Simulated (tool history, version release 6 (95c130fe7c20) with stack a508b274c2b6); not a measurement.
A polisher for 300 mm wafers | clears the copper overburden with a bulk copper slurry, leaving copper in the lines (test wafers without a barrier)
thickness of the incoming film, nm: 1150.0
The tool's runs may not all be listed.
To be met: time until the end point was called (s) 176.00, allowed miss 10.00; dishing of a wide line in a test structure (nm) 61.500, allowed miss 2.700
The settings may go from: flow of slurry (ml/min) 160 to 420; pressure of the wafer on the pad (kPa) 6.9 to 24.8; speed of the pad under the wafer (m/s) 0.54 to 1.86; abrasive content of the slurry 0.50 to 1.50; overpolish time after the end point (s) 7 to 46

| run | hour | flow of slurry (ml/min) | pressure of the wafer on the pad (kPa) | speed of the pad under the wafer (m/s) | abrasive content of the slurry | overpolish time after the end point (s) | time until the end point was called (s) | dishing of a wide line in a test structure (nm) |
|---|---|---|---|---|---|---|---|---|
| 1 | 0.0 | 270 | 15.9 | 1.18 | 1.00 | 24 | 121.99 | 66.674 |
| 2 | 1.3 | 270 | 15.9 | 1.18 | 0.85 | 24 | 127.93 | 65.851 |
| 3 | 9.5 | 245 | 15.9 | 1.18 | 0.85 | 24 | 127.65 | 64.493 |
| 4 | 15.8 | 245 | 15.9 | 1.18 | 0.85 | 21 | 124.25 | 63.351 |
| 5 | 19.6 | 245 | 15.9 | 1.18 | 1.05 | 21 | 122.67 | 62.544 |
| 6 | 20.2 | 245 | 15.9 | 1.18 | 1.05 | 12 | 120.91 | 49.941 |
| 7 | 24.7 | 245 | 14.5 | 1.12 | 1.05 | 17 | 142.26 | 53.302 |
| 8 | 26.8 | 245 | 13.8 | 1.10 | 1.05 | 20 | 151.36 | 55.530 |
| 9 | 34.6 | 245 | 13.1 | 1.08 | 1.05 | 22 | 157.74 | 56.918 |
| 10 | 43.5 | 245 | 13.1 | 1.06 | 1.05 | 24 | 162.16 | 57.954 |
| 11 | 49.5 | 245 | 13.1 | 1.04 | 1.05 | 25 | 167.18 | 59.221 |

Which of these 4 next moves meets every target?
| A | 55.5 | 195 | 12.4 | 1.18 | 0.95 | 21 | ? | ? |
| B | 55.5 | 265 | 14.5 | 1.10 | 0.95 | 21 | ? | ? |
| C | 55.5 | 320 | 12.4 | 1.00 | 1.00 | 32 | ? | ? |
| D | 55.5 | 250 | 11.0 | 1.32 | 1.25 | 30 | ? | ? |

| move | time until the end point was called (s) | dishing of a wide line in a test structure (nm) |
|---|---|---|
| A | 166.90 | 54.248 |
| B | 147.41 | 58.717 |
| C | 181.29 | 60.440 |
| D | 152.70 | 59.908 |
A: brings the result that was furthest off to its target, and leaves another outside
B: further off than the last run
C: meets every target
D: further off than the last run
Answer: C

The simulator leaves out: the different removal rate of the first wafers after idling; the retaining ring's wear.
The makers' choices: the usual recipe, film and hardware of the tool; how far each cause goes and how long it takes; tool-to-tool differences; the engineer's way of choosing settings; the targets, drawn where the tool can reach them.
